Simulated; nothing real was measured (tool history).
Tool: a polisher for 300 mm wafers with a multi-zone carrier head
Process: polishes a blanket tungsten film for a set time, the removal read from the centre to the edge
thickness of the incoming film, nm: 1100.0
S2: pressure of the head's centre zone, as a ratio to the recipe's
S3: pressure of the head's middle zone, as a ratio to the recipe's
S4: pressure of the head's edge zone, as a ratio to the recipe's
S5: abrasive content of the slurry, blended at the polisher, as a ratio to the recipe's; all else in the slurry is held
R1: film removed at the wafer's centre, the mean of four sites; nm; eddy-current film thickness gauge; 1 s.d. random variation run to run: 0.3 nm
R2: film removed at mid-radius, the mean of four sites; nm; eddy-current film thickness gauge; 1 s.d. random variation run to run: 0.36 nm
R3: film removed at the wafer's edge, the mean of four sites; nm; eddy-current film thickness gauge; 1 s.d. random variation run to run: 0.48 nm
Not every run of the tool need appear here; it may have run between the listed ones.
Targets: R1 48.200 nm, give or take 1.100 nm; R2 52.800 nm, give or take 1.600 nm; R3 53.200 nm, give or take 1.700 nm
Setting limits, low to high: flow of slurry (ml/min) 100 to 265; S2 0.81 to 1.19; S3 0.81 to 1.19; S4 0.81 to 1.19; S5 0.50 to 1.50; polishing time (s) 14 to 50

Run 1, hour 0.0: flow of slurry (ml/min) 170, S2 1.00, S3 1.00, S4 1.00, S5 1.00, polishing time (s) 32. Result: R1 74.224 nm, R2 75.441 nm, R3 73.613 nm.
Run 2, hour 7.7: flow of slurry (ml/min) 170, S2 1.06, S3 1.00, S4 1.00, S5 1.00, polishing time (s) 32. Result: R1 79.432 nm, R2 74.467 nm, R3 74.280 nm.
Run 3, hour 10.0: flow of slurry (ml/min) 160, S2 1.02, S3 0.97, S4 0.97, S5 0.90, polishing time (s) 31. Result: R1 70.827 nm, R2 68.903 nm, R3 67.607 nm.
Run 4, hour 16.7: flow of slurry (ml/min) 160, S2 1.02, S3 0.97, S4 0.97, S5 0.90, polishing time (s) 38. Result: R1 87.612 nm, R2 83.590 nm, R3 83.792 nm.
Run 5, hour 23.1: flow of slurry (ml/min) 150, S2 0.98, S3 0.94, S4 0.95, S5 0.80, polishing time (s) 36. Result: R1 76.734 nm, R2 75.414 nm, R3 76.178 nm.
Run 6, hour 29.9: flow of slurry (ml/min) 150, S2 0.98, S3 0.94, S4 0.95, S5 0.80, polishing time (s) 40. Result: R1 84.285 nm, R2 83.081 nm, R3 86.254 nm.
Run 7, hour 31.4: flow of slurry (ml/min) 145, S2 0.95, S3 0.92, S4 0.93, S5 0.75, polishing time (s) 38. Result: R1 76.561 nm, R2 75.061 nm, R3 77.072 nm.
Run 8, hour 37.5: flow of slurry (ml/min) 135, S2 0.92, S3 0.91, S4 0.92, S5 0.70, polishing time (s) 36. Result: R1 67.932 nm, R2 69.419 nm, R3 72.803 nm.
Run 9, hour 38.3: flow of slurry (ml/min) 135, S2 0.90, S3 0.91, S4 0.90, S5 0.65, polishing time (s) 34. Result: R1 62.183 nm, R2 64.694 nm, R3 65.878 nm.
Run 10, hour 39.9: flow of slurry (ml/min) 105, S2 0.81, S3 0.86, S4 0.85, S5 0.50, polishing time (s) 30. Result: R1 42.861 nm, R2 48.563 nm, R3 51.465 nm.
Run 11, hour 42.7: flow of slurry (ml/min) 115, S2 0.82, S3 0.86, S4 0.84, S5 0.50, polishing time (s) 30. Result: R1 45.332 nm, R2 49.445 nm, R3 52.334 nm.
Run 12, hour 46.2: flow of slurry (ml/min) 120, S2 0.82, S3 0.87, S4 0.84, S5 0.50, polishing time (s) 30. Result: R1 46.306 nm, R2 50.122 nm, R3 53.078 nm.
Run 13, hour 49.7: flow of slurry (ml/min) 125, S2 0.82, S3 0.88, S4 0.84, S5 0.50, polishing time (s) 30. Result: R1 45.960 nm, R2 51.813 nm, R3 52.862 nm.
Run 14, hour 57.0: flow of slurry (ml/min) 130, S2 0.82, S3 0.88, S4 0.84, S5 0.50, polishing time (s) 30. Result: R1 46.679 nm, R2 52.612 nm, R3 52.832 nm.

Which of these 4 next moves meets every target?
Run A, hour 64.3: flow of slurry (ml/min) 145, S2 0.81, S3 0.91, S4 0.92, S5 0.55, polishing time (s) 28. Result: R1 ?, R2 ?, R3 ?.
Run B, hour 64.3: flow of slurry (ml/min) 170, S2 0.81, S3 0.94, S4 0.81, S5 0.50, polishing time (s) 29. Result: R1 ?, R2 ?, R3 ?.
Run C, hour 64.3: flow of slurry (ml/min) 130, S2 0.84, S3 0.81, S4 0.81, S5 0.50, polishing time (s) 30. Result: R1 ?, R2 ?, R3 ?.
Run D, hour 64.3: flow of slurry (ml/min) 100, S2 0.88, S3 0.94, S4 0.84, S5 0.75, polishing time (s) 29. Result: R1 ?, R2 ?, R3 ?.

move      R1      R2      R3
   A  45.263  52.836  53.870
   B  47.847  57.149  53.122
   C  47.998  49.277  52.759
   D  47.827  53.521  52.703
A: its largest miss is bigger than the last run's
B: the worst result of the last run now meets its target, but another is out of spec
C: the worst result of the last run now meets its target, but another is out of spec
D: in spec on every target
The right move is D.
